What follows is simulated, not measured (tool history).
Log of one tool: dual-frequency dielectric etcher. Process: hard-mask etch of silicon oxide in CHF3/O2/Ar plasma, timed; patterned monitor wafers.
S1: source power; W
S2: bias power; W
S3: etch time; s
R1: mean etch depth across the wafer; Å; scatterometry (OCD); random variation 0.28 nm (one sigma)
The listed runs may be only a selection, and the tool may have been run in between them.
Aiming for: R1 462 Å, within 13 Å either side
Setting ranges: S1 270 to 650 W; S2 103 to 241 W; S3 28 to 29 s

run	day	S1	S2	S3	R1
1	0	460	172	28	498.87
2	0.112	460	160	28	493.45
3	0.233	450	158	28	486.3
4	0.517	450	179	28	505.42
5	0.754	510	179	28	518.02
6	1.058	510	165	28	511.15
7	1.238	490	160	28	503.29
# day 1.579: wet clean of the chamber
8	1.579	470	156	28	505.14
9	1.604	370	122	28	436.03
10	1.654	380	124	28	441.74
11	2.021	390	126	28	445.71

Which one of the following 4 next-run settings gets every result inside its allowed miss? There is exactly one.
A	2.388	370	128	29	?
B	2.388	430	134	29	?
C	2.388	310	179	29	?
D	2.388	370	115	28	?

move	R1
A	460.5
B	489.68
C	483.93
D	431.04
A: every result lands within tolerance
B: pushes the last run's worst result past its target
C: pushes the last run's worst result past its target
D: misses by more than the last run did
The move that meets every target is A.

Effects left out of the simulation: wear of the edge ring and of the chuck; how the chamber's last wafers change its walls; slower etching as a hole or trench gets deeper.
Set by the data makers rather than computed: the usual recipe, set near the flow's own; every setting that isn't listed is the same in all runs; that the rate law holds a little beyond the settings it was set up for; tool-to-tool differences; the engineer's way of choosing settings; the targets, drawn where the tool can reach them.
